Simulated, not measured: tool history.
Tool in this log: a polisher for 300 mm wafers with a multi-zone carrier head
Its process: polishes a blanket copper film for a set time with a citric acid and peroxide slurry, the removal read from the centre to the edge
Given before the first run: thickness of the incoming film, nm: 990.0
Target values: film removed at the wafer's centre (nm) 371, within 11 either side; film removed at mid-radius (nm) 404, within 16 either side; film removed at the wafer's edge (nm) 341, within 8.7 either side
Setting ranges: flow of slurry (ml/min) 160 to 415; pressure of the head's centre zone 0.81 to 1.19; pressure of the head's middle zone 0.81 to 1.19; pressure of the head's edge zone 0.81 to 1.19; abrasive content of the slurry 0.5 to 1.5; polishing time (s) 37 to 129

run  hour  flow of slurry (ml/min)  pressure of the head's centre zone  pressure of the head's middle zone  pressure of the head's edge zone  abrasive content of the slurry  polishing time (s)  film removed at the wafer's centre (nm)  film removed at mid-radius (nm)  film removed at the wafer's edge (nm)
  1     0                      265                                   1                                   1                                 1                               1                  83                                   274.33                           272.49                                 271.75
  2   8.9                      270                                1.01                                1.02                                 1                            1.05                  84                                   287.28                           288.71                                 279.16
  3  10.3                      275                                1.02                                1.04                              1.02                             1.1                  84                                   295.31                           300.16                                 289.67
  4  15.7                      275                                1.02                                1.04                              0.98                             1.1                  84                                   293.99                           297.16                                 282.32
  5  23.3                      285                                1.03                                1.06                              0.99                            1.15                  84                                   298.39                           308.62                                    285
  6  30.6                      285                                1.03                                1.06                              0.99                            1.15                  71                                   255.05                           263.58                                 245.41
  7  32.2                      290                                1.04                                1.07                                 1                             1.2                  73                                   270.02                           276.53                                 255.57
  8  37.4                      345                                1.06                                1.17                              1.08                            1.45                  91                                   372.11                           399.28                                    354

5 candidate next runs follow, results not yet known. Just one meets every target within its allowed miss. Identify it.
  A  42.6                      340                                1.04                                1.11                              1.16                            1.35                  94                                        ?                                ?                                      ?
  B  42.6                      300                                 1.1                                1.19                              1.12                            1.35                  95                                        ?                                ?                                      ?
  C  42.6                      355                                   1                                1.13                              1.11                            1.45                  95                                        ?                                ?                                      ?
  D  42.6                      375                                1.04                                1.15                               1.1                             1.5                  92                                        ?                                ?                                      ?
  E  42.6                      390                                1.07                                1.19                              1.04                             1.4                  90                                        ?                                ?                                      ?

move  film removed at the wafer's centre (nm)  film removed at mid-radius (nm)  film removed at the wafer's edge (nm)
   A                                   367.93                              391                                 368.54
   B                                    388.6                           414.57                                 362.14
   C                                   366.64                            411.5                                 372.89
   D                                   374.97                           410.38                                 364.22
   E                                   371.22                           406.37                                  340.1
A: misses by more than the last run did
B: misses by more than the last run did
C: misses by more than the last run did
D: misses by more than the last run did
E: in spec on every target
Answer: E
